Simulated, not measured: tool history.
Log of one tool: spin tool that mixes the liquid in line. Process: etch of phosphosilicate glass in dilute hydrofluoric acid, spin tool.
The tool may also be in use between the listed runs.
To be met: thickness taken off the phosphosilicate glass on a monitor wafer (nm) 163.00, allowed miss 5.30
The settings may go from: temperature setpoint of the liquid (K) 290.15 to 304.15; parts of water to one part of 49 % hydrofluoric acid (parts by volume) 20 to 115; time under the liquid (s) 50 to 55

run,hour,temperature setpoint of the liquid (K),parts of water to one part of 49 % hydrofluoric acid (parts by volume),time under the liquid (s),thickness taken off the phosphosilicate glass on a monitor wafer (nm)
1,0.0,296.15,65,50,125.19
2,3.2,296.15,65,50,122.88
3,6.5,298.15,65,50,136.40
4,15.0,298.15,65,50,135.81
5,23.4,299.15,65,50,141.45
6,25.8,300.15,65,50,150.03
7,28.4,300.65,65,50,150.18
8,33.0,301.15,65,50,154.35
9,38.2,301.65,65,50,155.82

4 next moves are on the table. One of them brings every result within its allowed miss. Which?
A,43.4,300.65,60,50,?
B,43.4,299.15,65,50,?
C,43.4,301.15,70,55,?
D,43.4,302.15,70,50,?

move,thickness taken off the phosphosilicate glass on a monitor wafer (nm)
A,160.44
B,138.54
C,152.11
D,143.78
A: meets every target
B: further off than the last run
C: further off than the last run
D: further off than the last run
Answer: A
